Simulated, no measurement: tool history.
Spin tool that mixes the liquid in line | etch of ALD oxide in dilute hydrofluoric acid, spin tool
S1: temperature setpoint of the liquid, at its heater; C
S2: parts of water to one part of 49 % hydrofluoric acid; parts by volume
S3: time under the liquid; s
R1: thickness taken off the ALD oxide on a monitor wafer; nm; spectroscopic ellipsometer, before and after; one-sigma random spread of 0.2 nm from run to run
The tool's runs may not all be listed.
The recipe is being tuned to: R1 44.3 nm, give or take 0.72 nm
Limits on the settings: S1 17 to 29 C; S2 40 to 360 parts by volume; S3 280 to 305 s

run    day    S1   S2   S3      R1
  1      0    21  200  280  18.986
  2  0.375    23  175  280  23.695
  3  0.525    23  240  280  16.252
  4  0.812    23  285  280  13.025
  5  1.012    23  285  305  14.201
  6  1.312    23  285  305  14.382
  7  1.558  24.5  240  305  18.679
  8  1.771  24.5  240  305  18.647
  9  2.112  25.5  200  305  24.142
 10   2.45  26.5  175  305  29.467
 11  2.596    29  115  305  53.386
 12  2.708    28  115  305  51.468
 13  2.746    27  115  305  49.584
 14  2.983    26  115  305  47.592
 15  3.175    26  115  305  47.359
 16  3.442  25.5  115  305  46.308
 17  3.742    25  115  305  45.579

Exactly one of the 4 candidate moves below puts every result within its allowed miss. Which one?
  A  4.042    29  135  305   ?
  B  4.042  28.5  120  285   ?
  C  4.042  26.5  110  280   ?
  D  4.042  25.5  125  305   ?

move      R1
   A  44.029
   B   46.34
   C  46.644
   D  42.226
A: in spec on every target
B: its largest miss is bigger than the last run's
C: its largest miss is bigger than the last run's
D: pushes the last run's worst result past its target
Correct choice: A, which meets every target

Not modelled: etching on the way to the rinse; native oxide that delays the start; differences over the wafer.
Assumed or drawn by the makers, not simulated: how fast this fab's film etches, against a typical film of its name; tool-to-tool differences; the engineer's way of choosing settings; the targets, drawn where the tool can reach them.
